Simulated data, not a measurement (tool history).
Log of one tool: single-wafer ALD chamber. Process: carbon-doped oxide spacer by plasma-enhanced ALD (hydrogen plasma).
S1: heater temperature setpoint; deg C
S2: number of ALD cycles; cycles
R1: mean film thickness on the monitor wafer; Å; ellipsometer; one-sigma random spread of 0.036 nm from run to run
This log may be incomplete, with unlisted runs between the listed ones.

Run 1, hour 0.0: S1 400 deg C, S2 348 cycles. Result: R1 162.00 Å.
Run 2, hour 6.4: S1 400 deg C, S2 337 cycles. Result: R1 157.32 Å.
Run 3, hour 14.9: S1 400 deg C, S2 319 cycles. Result: R1 149.21 Å.
Run 4, hour 16.5: S1 400 deg C, S2 314 cycles. Result: R1 146.95 Å.
Run 5, hour 21.6: S1 400 deg C, S2 269 cycles. Result: R1 125.22 Å.
Run 6, hour 25.6: S1 396 deg C, S2 269 cycles. Result: R1 126.58 Å.
Run 7, hour 26.9: S1 396 deg C, S2 274 cycles. Result: R1 128.47 Å.
Run 8, hour 34.7: S1 396 deg C, S2 278 cycles. Result: R1 129.95 Å.
Run 9, hour 36.1: S1 396 deg C, S2 282 cycles. Result: R1 132.99 Å.

Run 10 is up next; what results do you expect?
Run 10, hour 38.6: S1 396 deg C, S2 284 cycles. Result: R1 ?.

{"run 10": {"R1": 133.2}}
